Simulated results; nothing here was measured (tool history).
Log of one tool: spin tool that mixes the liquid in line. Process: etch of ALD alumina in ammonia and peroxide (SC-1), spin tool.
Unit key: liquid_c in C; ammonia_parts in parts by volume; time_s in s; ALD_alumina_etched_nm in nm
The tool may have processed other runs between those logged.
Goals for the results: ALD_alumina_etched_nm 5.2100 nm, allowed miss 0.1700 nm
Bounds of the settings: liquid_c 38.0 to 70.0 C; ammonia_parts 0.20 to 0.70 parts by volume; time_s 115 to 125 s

{"run": 1, "hour": 0.0, "liquid_c": 54.0, "ammonia_parts": 0.4, "time_s": 115, "ALD_alumina_etched_nm": 8.115}
{"run": 2, "hour": 5.6, "liquid_c": 54.0, "ammonia_parts": 0.55, "time_s": 115, "ALD_alumina_etched_nm": 8.3688}
{"run": 3, "hour": 6.4, "liquid_c": 54.0, "ammonia_parts": 0.55, "time_s": 115, "ALD_alumina_etched_nm": 8.2799}
{"run": 4, "hour": 10.9, "liquid_c": 51.5, "ammonia_parts": 0.55, "time_s": 115, "ALD_alumina_etched_nm": 7.3746}
{"run": 5, "hour": 15.4, "liquid_c": 51.5, "ammonia_parts": 0.55, "time_s": 115, "ALD_alumina_etched_nm": 7.2704}
{"run": 6, "hour": 17.8, "liquid_c": 54.0, "ammonia_parts": 0.55, "time_s": 115, "ALD_alumina_etched_nm": 8.4249}
{"run": 7, "hour": 20.2, "liquid_c": 51.5, "ammonia_parts": 0.55, "time_s": 115, "ALD_alumina_etched_nm": 7.3263}
{"run": 8, "hour": 24.6, "liquid_c": 49.5, "ammonia_parts": 0.55, "time_s": 115, "ALD_alumina_etched_nm": 6.5879}

Next run, 4 choices. One meets every target within its allowed miss, the rest don't. Which?
{"run": "A", "hour": 29.0, "liquid_c": 44.0, "ammonia_parts": 0.65, "time_s": 115, "ALD_alumina_etched_nm": "?"}
{"run": "B", "hour": 29.0, "liquid_c": 45.5, "ammonia_parts": 0.6, "time_s": 115, "ALD_alumina_etched_nm": "?"}
{"run": "C", "hour": 29.0, "liquid_c": 48.0, "ammonia_parts": 0.4, "time_s": 115, "ALD_alumina_etched_nm": "?"}
{"run": "D", "hour": 29.0, "liquid_c": 44.5, "ammonia_parts": 0.55, "time_s": 115, "ALD_alumina_etched_nm": "?"}

move=A ALD_alumina_etched_nm=4.9400
move=B ALD_alumina_etched_nm=5.3403
move=C ALD_alumina_etched_nm=5.9144
move=D ALD_alumina_etched_nm=5.0033
A: moves the result that the last run missed by most past its target, out the other side
B: meets every target
C: nearer than the last run, and not there yet
D: moves the result that the last run missed by most past its target, out the other side
Answer: B

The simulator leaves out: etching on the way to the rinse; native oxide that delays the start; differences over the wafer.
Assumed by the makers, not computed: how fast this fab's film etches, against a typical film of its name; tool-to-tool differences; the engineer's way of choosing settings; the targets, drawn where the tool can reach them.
